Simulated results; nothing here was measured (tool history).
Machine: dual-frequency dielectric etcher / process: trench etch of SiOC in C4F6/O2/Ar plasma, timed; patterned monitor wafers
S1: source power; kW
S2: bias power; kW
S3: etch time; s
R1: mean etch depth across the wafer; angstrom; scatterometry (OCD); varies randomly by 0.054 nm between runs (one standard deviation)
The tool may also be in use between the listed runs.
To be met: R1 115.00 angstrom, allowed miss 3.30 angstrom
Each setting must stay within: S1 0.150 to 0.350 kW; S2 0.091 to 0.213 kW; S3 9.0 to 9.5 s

run  hour     S1     S2   S3      R1
  1   0.0  0.250  0.152  9.5  145.42
  2   5.3  0.250  0.163  9.5  145.29
  3   7.5  0.270  0.163  9.5  152.18
  4  11.5  0.250  0.156  9.5  145.16
  5  16.1  0.250  0.145  9.5  143.86
  6  21.7  0.280  0.145  9.5  151.37
  7  26.4  0.250  0.138  9.5  141.43
  8  31.8  0.230  0.133  9.5  135.80
  9  34.2  0.220  0.129  9.5  131.59
 10  40.5  0.210  0.126  9.5  128.33
 11  48.8  0.160  0.110  9.5  109.66
 12  50.4  0.160  0.111  9.5  109.23
 13  52.4  0.160  0.112  9.5  107.98
 14  61.2  0.160  0.113  9.5  109.72
 15  68.8  0.160  0.114  9.5  109.89
 16  72.8  0.160  0.115  9.5  109.41
 17  76.8  0.190  0.123  9.5  121.83
 18  85.3  0.190  0.122  9.5  120.97
 19  89.7  0.190  0.121  9.5  122.02

Which one of the following 4 next-run settings gets every result inside its allowed miss? There is exactly one.
  A  94.1  0.200  0.143  9.0   ?
  B  94.1  0.200  0.125  9.5   ?
  C  94.1  0.190  0.119  9.0   ?
  D  94.1  0.220  0.137  9.5   ?

move      R1
   A  121.09
   B  124.99
   C  114.47
   D  133.05
A: nearer than the last run, and not there yet
B: the biggest miss grows against the last run
C: meets every target
D: the biggest miss grows against the last run
The move that meets every target is C.
